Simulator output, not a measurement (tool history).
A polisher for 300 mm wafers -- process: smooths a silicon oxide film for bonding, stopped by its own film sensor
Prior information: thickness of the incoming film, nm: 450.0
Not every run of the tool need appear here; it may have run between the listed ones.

| run | hour | flow of slurry (ml/min) | pressure of the wafer on the pad (kPa) | speed of the pad under the wafer (m/s) | abrasive content of the slurry | target thickness at which the film sensor stops the polish (angstrom) | time until the film sensor stopped the polish (s) |
|---|---|---|---|---|---|---|---|
| 1 | 0 | 265 | 11.7 | 0.92 | 1 | 3590 | 150.83 |
| 2 | 8.4 | 265 | 9.7 | 0.92 | 1 | 3590 | 185.68 |
| 3 | 13.4 | 265 | 9.7 | 0.76 | 1 | 3590 | 210.07 |
| 4 | 17.6 | 265 | 9 | 0.74 | 1 | 3590 | 226.81 |
| 5 | 26.5 | 265 | 9 | 0.52 | 1 | 3590 | 284.23 |
| 6 | 30.1 | 295 | 9 | 0.52 | 1 | 3590 | 277.97 |
| 7 | 36.2 | 295 | 9 | 0.52 | 1 | 3590 | 268.2 |

The next listed run, before its measurement:
| 8 | 39.6 | 290 | 9 | 0.52 | 1 | 3590 | ? |

Run 8 gave time until the film sensor stopped the polish (s) 287.51.

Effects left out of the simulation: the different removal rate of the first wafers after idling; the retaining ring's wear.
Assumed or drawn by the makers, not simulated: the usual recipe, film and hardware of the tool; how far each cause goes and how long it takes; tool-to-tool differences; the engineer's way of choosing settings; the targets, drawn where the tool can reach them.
